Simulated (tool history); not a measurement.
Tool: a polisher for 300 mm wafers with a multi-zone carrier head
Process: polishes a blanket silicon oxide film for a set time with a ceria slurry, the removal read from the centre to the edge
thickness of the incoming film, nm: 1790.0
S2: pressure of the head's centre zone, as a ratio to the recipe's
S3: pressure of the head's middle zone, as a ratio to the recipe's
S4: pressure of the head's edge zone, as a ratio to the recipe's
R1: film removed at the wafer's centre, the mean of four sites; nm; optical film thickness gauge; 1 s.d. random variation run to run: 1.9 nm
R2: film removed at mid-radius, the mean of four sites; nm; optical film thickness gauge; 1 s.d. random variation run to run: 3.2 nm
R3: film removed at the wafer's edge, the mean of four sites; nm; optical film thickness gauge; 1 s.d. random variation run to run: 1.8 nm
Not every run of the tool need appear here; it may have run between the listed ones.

{"run": 1, "day": 0.0, "flow of slurry (ml/min)": 265, "S2": 1.0, "S3": 1.0, "S4": 1.0, "polishing time (s)": 62, "R1": 289.93, "R2": 274.76, "R3": 267.7}
{"run": 2, "day": 0.225, "flow of slurry (ml/min)": 260, "S2": 1.0, "S3": 0.98, "S4": 0.96, "polishing time (s)": 59, "R1": 270.99, "R2": 264.15, "R3": 253.45}
{"run": 3, "day": 0.562, "flow of slurry (ml/min)": 260, "S2": 1.02, "S3": 0.97, "S4": 0.95, "polishing time (s)": 56, "R1": 266.02, "R2": 240.65, "R3": 242.64}
{"run": 4, "day": 0.817, "flow of slurry (ml/min)": 195, "S2": 1.02, "S3": 0.97, "S4": 0.95, "polishing time (s)": 56, "R1": 251.14, "R2": 233.03, "R3": 233.47}
{"run": 5, "day": 1.079, "flow of slurry (ml/min)": 195, "S2": 1.02, "S3": 0.97, "S4": 0.95, "polishing time (s)": 61, "R1": 274.35, "R2": 252.02, "R3": 253.59}
{"run": 6, "day": 1.308, "flow of slurry (ml/min)": 195, "S2": 1.02, "S3": 0.97, "S4": 0.98, "polishing time (s)": 61, "R1": 272.17, "R2": 251.78, "R3": 256.4}
{"run": 7, "day": 1.579, "flow of slurry (ml/min)": 200, "S2": 1.03, "S3": 0.98, "S4": 0.95, "polishing time (s)": 58, "R1": 260.16, "R2": 250.38, "R3": 244.91}
{"run": 8, "day": 1.817, "flow of slurry (ml/min)": 230, "S2": 1.03, "S3": 0.97, "S4": 0.91, "polishing time (s)": 55, "R1": 258.32, "R2": 237.2, "R3": 228.99}

Run 9 has not been measured yet. What should we expect?
{"run": 9, "day": 1.942, "flow of slurry (ml/min)": 220, "S2": 1.03, "S3": 0.96, "S4": 0.89, "polishing time (s)": 55, "R1": "?", "R2": "?", "R3": "?"}

{"run 9": {"R1": 255.31, "R2": 231.57, "R3": 224.02}}
